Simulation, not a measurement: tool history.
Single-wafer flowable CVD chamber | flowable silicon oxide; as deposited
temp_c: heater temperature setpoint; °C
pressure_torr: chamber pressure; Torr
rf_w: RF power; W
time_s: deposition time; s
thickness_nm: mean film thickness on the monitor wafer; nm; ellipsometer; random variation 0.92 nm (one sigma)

| run | hour | temp_c | pressure_torr | rf_w | time_s | thickness_nm |
|---|---|---|---|---|---|---|
| 1 | 0 | 105 | 1.03 | 2585 | 331 | 253.76 |
| 2 | 4.3 | 109 | 1.03 | 2585 | 331 | 220.17 |
| 3 | 13.3 | 104 | 1.03 | 2585 | 331 | 262.92 |
| 4 | 17.3 | 104 | 1.03 | 2585 | 341 | 271.15 |
| 5 | 18.4 | 98 | 1.03 | 2585 | 341 | 342.57 |
| 6 | 26.3 | 98 | 1.03 | 2795 | 341 | 342.93 |
| 7 | 34 | 104 | 1.03 | 2795 | 341 | 273.49 |
| 8 | 39.3 | 108 | 1.03 | 2795 | 341 | 232.28 |
| 9 | 44.8 | 110 | 1.03 | 2795 | 341 | 218.39 |

Forecast run 10:
| 10 | 51.4 | 112 | 1.03 | 2795 | 341 | ? |

thickness_nm: 203.44 nm
